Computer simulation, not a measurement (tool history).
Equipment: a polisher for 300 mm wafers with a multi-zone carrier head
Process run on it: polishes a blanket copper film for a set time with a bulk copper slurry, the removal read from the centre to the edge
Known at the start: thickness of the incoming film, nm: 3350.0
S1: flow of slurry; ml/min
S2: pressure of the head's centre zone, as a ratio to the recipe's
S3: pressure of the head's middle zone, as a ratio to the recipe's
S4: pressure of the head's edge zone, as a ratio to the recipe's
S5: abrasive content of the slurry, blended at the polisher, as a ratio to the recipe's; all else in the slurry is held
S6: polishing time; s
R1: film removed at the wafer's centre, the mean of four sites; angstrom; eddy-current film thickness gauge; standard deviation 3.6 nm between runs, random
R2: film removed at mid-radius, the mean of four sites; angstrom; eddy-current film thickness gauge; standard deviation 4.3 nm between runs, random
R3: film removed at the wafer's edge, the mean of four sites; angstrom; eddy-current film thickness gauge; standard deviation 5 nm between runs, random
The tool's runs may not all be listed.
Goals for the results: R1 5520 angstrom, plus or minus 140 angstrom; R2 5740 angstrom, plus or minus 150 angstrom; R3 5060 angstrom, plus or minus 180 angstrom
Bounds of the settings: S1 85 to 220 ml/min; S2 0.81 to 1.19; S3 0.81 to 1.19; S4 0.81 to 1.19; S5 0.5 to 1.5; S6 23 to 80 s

| run | day | S1 | S2 | S3 | S4 | S5 | S6 | R1 | R2 | R3 |
|---|---|---|---|---|---|---|---|---|---|---|
| 1 | 0 | 140 | 1 | 1 | 1 | 1 | 51 | 4494.1 | 4567.8 | 4518.1 |
| 2 | 0.35 | 140 | 1 | 1.08 | 1 | 1 | 51 | 4504.1 | 4803.5 | 4450.8 |
| 3 | 0.712 | 150 | 1.01 | 1.09 | 1.01 | 1 | 51 | 4651.9 | 4902.8 | 4430.8 |
| 4 | 0.908 | 125 | 1.01 | 1.09 | 1.01 | 1 | 51 | 4375.3 | 4738.3 | 4396.1 |
| 5 | 1.242 | 135 | 1.01 | 1.1 | 1.03 | 1.05 | 51 | 4610.4 | 4937.4 | 4545 |
| 6 | 1.379 | 135 | 1.01 | 1.1 | 1.03 | 1.15 | 51 | 4634.8 | 5088.9 | 4672.5 |
| 7 | 1.462 | 145 | 1.01 | 1.1 | 1.04 | 1.15 | 51 | 4754.4 | 5077 | 4673.6 |
| 8 | 1.617 | 145 | 1.01 | 1.1 | 1.04 | 1.15 | 51 | 4830.3 | 5090.2 | 4721.3 |
| 9 | 1.733 | 150 | 1.01 | 1.11 | 1.05 | 1.15 | 51 | 4760.1 | 5194.5 | 4747.7 |
| 10 | 2.104 | 160 | 1.02 | 1.11 | 1.06 | 1.15 | 51 | 4901.6 | 5284.4 | 4735.2 |
| 11 | 2.283 | 165 | 1.03 | 1.11 | 1.07 | 1.15 | 51 | 4976.4 | 5288.7 | 4796 |
| 12 | 2.629 | 165 | 1.03 | 1.11 | 1.07 | 1.15 | 51 | 4975.9 | 5297.1 | 4806.1 |
| 13 | 2.733 | 170 | 1.03 | 1.11 | 1.08 | 1.15 | 51 | 4999.6 | 5314.4 | 4881.9 |

5 candidate next runs follow, results not yet known. Just one meets every target within its allowed miss. Identify it.
| A | 2.838 | 160 | 1.16 | 1.05 | 1.01 | 1.1 | 51 | ? | ? | ? |
| B | 2.838 | 135 | 1.07 | 1.14 | 1.02 | 1 | 59 | ? | ? | ? |
| C | 2.838 | 205 | 0.91 | 0.92 | 1.08 | 1.15 | 51 | ? | ? | ? |
| D | 2.838 | 165 | 0.95 | 1.08 | 1.12 | 1.2 | 49 | ? | ? | ? |
| E | 2.838 | 155 | 1.01 | 1.04 | 0.99 | 1.15 | 52 | ? | ? | ? |

| move | R1 | R2 | R3 |
|---|---|---|---|
| A | 5506.8 | 5004.5 | 4696.2 |
| B | 5521.2 | 5850 | 5198.9 |
| C | 4559.8 | 4743.1 | 5064.3 |
| D | 4444.8 | 5054.6 | 4865.8 |
| E | 4900.1 | 5088.3 | 4770.7 |
A: gets the furthest-off result to its target, but another result is out of tolerance
B: all results land within tolerance of their targets
C: the biggest miss grows against the last run
D: the biggest miss grows against the last run
E: the biggest miss grows against the last run
The right move is B.
